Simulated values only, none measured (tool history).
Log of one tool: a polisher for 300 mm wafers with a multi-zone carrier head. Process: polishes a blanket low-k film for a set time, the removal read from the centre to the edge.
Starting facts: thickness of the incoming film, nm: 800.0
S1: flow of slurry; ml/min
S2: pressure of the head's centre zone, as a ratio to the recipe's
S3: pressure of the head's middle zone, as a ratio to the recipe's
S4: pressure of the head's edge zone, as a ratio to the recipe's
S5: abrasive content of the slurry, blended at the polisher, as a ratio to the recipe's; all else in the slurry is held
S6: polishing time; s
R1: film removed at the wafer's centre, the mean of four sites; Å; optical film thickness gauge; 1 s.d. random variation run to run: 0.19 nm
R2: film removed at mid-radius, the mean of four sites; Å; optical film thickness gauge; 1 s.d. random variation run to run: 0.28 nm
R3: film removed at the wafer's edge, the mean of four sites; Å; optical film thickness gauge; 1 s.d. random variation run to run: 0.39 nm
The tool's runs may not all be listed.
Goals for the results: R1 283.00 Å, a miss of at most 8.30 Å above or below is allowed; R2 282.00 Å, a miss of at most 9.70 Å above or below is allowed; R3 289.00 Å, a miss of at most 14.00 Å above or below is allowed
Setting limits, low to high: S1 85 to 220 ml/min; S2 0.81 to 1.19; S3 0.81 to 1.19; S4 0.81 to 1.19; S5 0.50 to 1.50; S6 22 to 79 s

run  hour   S1    S2    S3    S4    S5  S6      R1      R2      R3
  1   0.0  140  1.00  1.00  1.00  1.00  50  218.22  222.93  217.13
  2   1.0  110  1.00  1.00  1.00  1.00  50  207.43  208.30  209.26
  3   7.8  110  0.93  1.00  1.00  1.00  50  192.96  207.44  208.71
  4  10.6  130  0.96  1.00  1.05  1.10  50  218.07  226.34  229.27
  5  17.8  130  0.96  1.00  1.09  1.10  50  216.61  227.91  230.84
  6  18.3  145  0.97  0.99  1.11  1.15  50  227.41  234.03  242.19
  7  26.6  155  0.98  1.00  1.13  1.20  50  238.26  243.77  255.27
  8  29.1  165  1.00  1.01  1.14  1.20  50  245.35  245.11  261.87
  9  30.6  175  1.02  1.04  1.13  1.20  50  254.70  259.10  253.84
 10  34.4  180  1.02  1.04  1.14  1.25  50  257.62  256.20  262.25
 11  36.6  185  1.02  1.05  1.15  1.30  50  263.99  269.63  269.28
 12  40.1  190  1.02  1.05  1.16  1.30  50  264.71  270.11  275.41
 13  40.9  195  1.03  1.05  1.17  1.30  50  269.92  271.89  276.70
 14  50.0  200  1.03  1.05  1.18  1.30  50  274.03  269.54  281.05
 15  50.6  205  1.03  1.06  1.18  1.30  50  269.13  275.66  279.55

Of the 5 settings listed for the next run, only one would bring every result within its allowed miss of target. Which one?
  A  51.2  195  1.04  1.04  1.19  1.15  55   ?   ?   ?
  B  51.2  210  1.02  1.10  1.17  1.40  51   ?   ?   ?
  C  51.2  205  0.87  1.01  1.19  1.30  57   ?   ?   ?
  D  51.2  215  0.91  0.88  1.19  1.45  56   ?   ?   ?
  E  51.2  190  0.84  0.89  1.19  1.50  56   ?   ?   ?

move      R1      R2      R3
   A  284.90  280.01  290.84
   B  283.34  295.39  290.91
   C  261.16  300.94  318.46
   D  281.55  281.41  328.05
   E  257.78  282.16  327.70
A: hits every target within its allowed miss
B: gets the furthest-off result to its target, but another result is out of tolerance
C: its largest miss is bigger than the last run's
D: gets the furthest-off result to its target, but another result is out of tolerance
E: its largest miss is bigger than the last run's
The right move is A.
